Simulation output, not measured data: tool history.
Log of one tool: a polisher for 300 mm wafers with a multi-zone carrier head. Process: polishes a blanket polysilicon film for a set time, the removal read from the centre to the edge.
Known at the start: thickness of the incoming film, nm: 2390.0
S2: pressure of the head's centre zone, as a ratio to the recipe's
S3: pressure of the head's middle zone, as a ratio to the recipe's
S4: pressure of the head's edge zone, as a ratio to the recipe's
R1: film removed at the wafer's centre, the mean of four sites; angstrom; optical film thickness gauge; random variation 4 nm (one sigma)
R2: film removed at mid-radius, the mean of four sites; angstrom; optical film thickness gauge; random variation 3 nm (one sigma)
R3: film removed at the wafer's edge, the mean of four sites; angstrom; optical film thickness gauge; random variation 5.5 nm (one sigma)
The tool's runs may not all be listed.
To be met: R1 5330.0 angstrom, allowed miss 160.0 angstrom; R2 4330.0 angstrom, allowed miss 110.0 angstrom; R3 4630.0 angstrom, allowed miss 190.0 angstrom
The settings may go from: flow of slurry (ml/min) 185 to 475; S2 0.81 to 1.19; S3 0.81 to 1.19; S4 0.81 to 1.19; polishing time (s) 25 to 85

run 1 day=0.000 | flow_of_slurry_(ml/min)=305 S2=1.00 S3=1.00 S4=1.00 polishing_time_(s)=55 | R1=5925.5 R2=6169.9 R3=6157.9
run 2 day=0.179 | flow_of_slurry_(ml/min)=305 S2=1.00 S3=0.94 S4=1.00 polishing_time_(s)=55 | R1=5936.8 R2=5839.9 R3=6237.7
run 3 day=0.467 | flow_of_slurry_(ml/min)=305 S2=1.02 S3=0.92 S4=0.97 polishing_time_(s)=52 | R1=5684.6 R2=5408.1 R3=5873.4
run 4 day=0.567 | flow_of_slurry_(ml/min)=305 S2=1.05 S3=0.92 S4=0.94 polishing_time_(s)=50 | R1=5728.9 R2=5261.4 R3=5556.6
run 5 day=0.779 | flow_of_slurry_(ml/min)=300 S2=1.06 S3=0.91 S4=0.92 polishing_time_(s)=48 | R1=5515.1 R2=4991.9 R3=5181.7
run 6 day=0.921 | flow_of_slurry_(ml/min)=300 S2=1.06 S3=0.86 S4=0.92 polishing_time_(s)=48 | R1=5557.0 R2=4750.0 R3=5186.4
run 7 day=0.954 | flow_of_slurry_(ml/min)=290 S2=1.06 S3=0.85 S4=0.90 polishing_time_(s)=48 | R1=5409.6 R2=4741.1 R3=5096.0
run 8 day=1.079 | flow_of_slurry_(ml/min)=290 S2=1.06 S3=0.85 S4=0.90 polishing_time_(s)=48 | R1=5522.6 R2=4754.9 R3=5189.2
run 9 day=1.433 | flow_of_slurry_(ml/min)=290 S2=1.07 S3=0.84 S4=0.89 polishing_time_(s)=47 | R1=5451.2 R2=4604.8 R3=5007.4
run 10 day=1.471 | flow_of_slurry_(ml/min)=285 S2=1.07 S3=0.83 S4=0.88 polishing_time_(s)=47 | R1=5447.3 R2=4550.6 R3=4914.9
run 11 day=1.638 | flow_of_slurry_(ml/min)=280 S2=1.07 S3=0.83 S4=0.87 polishing_time_(s)=47 | R1=5452.3 R2=4608.7 R3=5031.1
run 12 day=1.729 | flow_of_slurry_(ml/min)=285 S2=1.08 S3=0.83 S4=0.87 polishing_time_(s)=46 | R1=5351.8 R2=4463.1 R3=4943.5

5 next moves are on the table. One of them brings every result within its allowed miss. Which?
run A day=1.821 | flow_of_slurry_(ml/min)=310 S2=1.07 S3=0.99 S4=0.92 polishing_time_(s)=43 | R1=? R2=? R3=?
run B day=1.821 | flow_of_slurry_(ml/min)=210 S2=1.17 S3=0.81 S4=0.94 polishing_time_(s)=43 | R1=? R2=? R3=?
run C day=1.821 | flow_of_slurry_(ml/min)=240 S2=1.19 S3=0.94 S4=0.83 polishing_time_(s)=42 | R1=? R2=? R3=?
run D day=1.821 | flow_of_slurry_(ml/min)=330 S2=1.16 S3=0.89 S4=0.92 polishing_time_(s)=42 | R1=? R2=? R3=?
run E day=1.821 | flow_of_slurry_(ml/min)=300 S2=1.15 S3=0.86 S4=0.83 polishing_time_(s)=40 | R1=? R2=? R3=?

move=A R1=5027.8 R2=4726.8 R3=4661.8
move=B R1=5342.4 R2=4037.9 R3=4623.1
move=C R1=5365.0 R2=4383.5 R3=4314.3
move=D R1=5346.6 R2=4315.5 R3=4571.8
move=E R1=5014.1 R2=3996.4 R3=4157.8
A: brings the result that was furthest off to its target, and leaves another outside
B: brings the result that was furthest off to its target, and leaves another outside
C: takes the result that was furthest off past its target
D: meets every target
E: takes the result that was furthest off past its target
Answer: D
